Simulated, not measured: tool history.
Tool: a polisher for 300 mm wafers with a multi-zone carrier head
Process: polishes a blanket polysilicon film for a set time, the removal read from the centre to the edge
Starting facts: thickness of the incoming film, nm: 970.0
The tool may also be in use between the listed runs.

run  hour  flow of slurry (ml/min)  pressure of the head's centre zone  pressure of the head's middle zone  pressure of the head's edge zone  polishing time (s)  film removed at the wafer's centre (angstrom)  film removed at mid-radius (angstrom)  film removed at the wafer's edge (angstrom)
  1   0.0                      270                                1.00                                1.00                              1.00                  42                                         3192.3                                 3105.7                                       3147.4
  2   8.4                      270                                1.00                                1.00                              0.97                  42                                         3174.0                                 3136.4                                       3087.2
  3  10.0                      270                                1.00                                1.00                              0.93                  42                                         3131.6                                 3238.7                                       2976.4
  4  14.3                      270                                1.00                                1.00                              0.98                  42                                         3080.7                                 3068.2                                       3141.9
  5  17.5                      215                                1.00                                1.00                              0.98                  42                                         3112.5                                 3024.8                                       2976.0
  6  20.0                      220                                0.96                                0.99                              0.97                  40                                         2774.6                                 2897.6                                       2861.6
  7  26.1                      215                                0.94                                0.97                              0.96                  39                                         2618.7                                 2743.0                                       2755.4

What will run 8 give?
  8  32.9                      210                                0.92                                0.96                              0.95                  39                                              ?                                      ?                                            ?

{"run 8": {"film removed at the wafer's centre (angstrom)": 2594.5, "film removed at mid-radius (angstrom)": 2680.3, "film removed at the wafer's edge (angstrom)": 2715.1}}
